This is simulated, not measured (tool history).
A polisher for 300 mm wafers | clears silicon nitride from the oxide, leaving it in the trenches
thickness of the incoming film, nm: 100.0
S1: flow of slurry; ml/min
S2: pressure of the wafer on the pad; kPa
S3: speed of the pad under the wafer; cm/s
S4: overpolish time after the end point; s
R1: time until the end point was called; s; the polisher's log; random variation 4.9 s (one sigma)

run,hour,S1,S2,S3,S4,R1
1,0,195,20,86,10,150.55
2,5.9,195,20,86,10,155.94
3,7.2,195,20,86,8,152.82
4,14.2,195,19.3,86,8,156.25
5,17.3,195,18.6,86,8,158.79
6,24.7,195,18.6,86,8,165.46
7,25.9,195,17.9,86,8,170.86

The next listed run, before its measurement:
8,30.3,195,17.2,86,8,?

Run 8 gave R1 177.64 s.

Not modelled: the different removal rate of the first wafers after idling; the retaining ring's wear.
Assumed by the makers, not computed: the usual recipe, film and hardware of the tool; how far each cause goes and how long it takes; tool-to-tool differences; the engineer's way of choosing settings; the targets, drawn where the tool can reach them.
